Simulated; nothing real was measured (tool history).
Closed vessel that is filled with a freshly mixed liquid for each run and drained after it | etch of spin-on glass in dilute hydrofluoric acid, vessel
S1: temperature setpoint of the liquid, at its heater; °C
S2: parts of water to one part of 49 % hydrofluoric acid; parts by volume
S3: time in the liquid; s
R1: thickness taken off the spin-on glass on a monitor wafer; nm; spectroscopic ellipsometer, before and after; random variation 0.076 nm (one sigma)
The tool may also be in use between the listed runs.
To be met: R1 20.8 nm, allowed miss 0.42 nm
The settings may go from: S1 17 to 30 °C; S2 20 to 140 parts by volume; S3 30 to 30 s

run 1 hour=0 | S1=22 S2=75 S3=30 | R1=12.284
run 2 hour=3 | S1=24 S2=70 S3=30 | R1=14.358
run 3 hour=4.6 | S1=27 S2=70 S3=30 | R1=16.296
run 4 hour=12.7 | S1=27 S2=70 S3=30 | R1=16.324
run 5 hour=21.3 | S1=27.5 S2=70 S3=30 | R1=16.542
run 6 hour=22.6 | S1=28 S2=70 S3=30 | R1=16.846
run 7 hour=31.6 | S1=28.5 S2=70 S3=30 | R1=17.196
run 8 hour=32.9 | S1=29 S2=70 S3=30 | R1=17.628
run 9 hour=41.3 | S1=29.5 S2=65 S3=30 | R1=19.411
run 10 hour=49.5 | S1=30 S2=65 S3=30 | R1=19.73
run 11 hour=55.2 | S1=30 S2=60 S3=30 | R1=21.699

4 next moves are on the table. One of them brings every result within its allowed miss. Which?
run A hour=60.9 | S1=29 S2=60 S3=30 | R1=?
run B hour=60.9 | S1=28.5 S2=55 S3=30 | R1=?
run C hour=60.9 | S1=29 S2=55 S3=30 | R1=?
run D hour=60.9 | S1=30 S2=55 S3=30 | R1=?

move=A R1=20.784
move=B R1=22.396
move=C R1=22.842
move=D R1=23.756
A: meets every target
B: further off than the last run
C: further off than the last run
D: further off than the last run
Answer: A
